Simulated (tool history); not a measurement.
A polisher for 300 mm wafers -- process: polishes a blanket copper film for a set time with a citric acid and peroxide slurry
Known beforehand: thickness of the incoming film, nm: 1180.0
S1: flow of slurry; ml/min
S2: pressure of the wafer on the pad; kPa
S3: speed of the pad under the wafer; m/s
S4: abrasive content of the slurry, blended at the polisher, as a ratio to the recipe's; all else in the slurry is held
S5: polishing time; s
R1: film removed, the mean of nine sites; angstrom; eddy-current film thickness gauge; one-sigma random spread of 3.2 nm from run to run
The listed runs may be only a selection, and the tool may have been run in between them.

run  hour   S1    S2    S3   S4  S5      R1
  1   0.0  190  19.3  0.84  1.0  63  1061.6
  2   5.9  190  19.3  0.84  1.2  63  1093.7
  3   7.1  190  20.7  0.86  1.2  63  1214.8
  4   8.7  190  22.1  0.88  1.2  63  1260.8
  5  12.1  150  22.1  0.88  1.2  63  1215.2
  6  13.3  150  22.1  0.88  1.0  63  1188.5
  7  16.4  155  23.4  0.92  1.0  63  1347.6
  8  22.6  155  23.4  0.92  1.0  63  1283.8
  9  28.5  155  23.4  0.92  1.0  63  1315.0
 10  29.2  160  24.1  0.96  1.0  63  1426.8

Run 11 is up next; what results do you expect?
 11  30.6  165  24.8  0.98  1.0  63   ?

R1: 1511.5 angstrom

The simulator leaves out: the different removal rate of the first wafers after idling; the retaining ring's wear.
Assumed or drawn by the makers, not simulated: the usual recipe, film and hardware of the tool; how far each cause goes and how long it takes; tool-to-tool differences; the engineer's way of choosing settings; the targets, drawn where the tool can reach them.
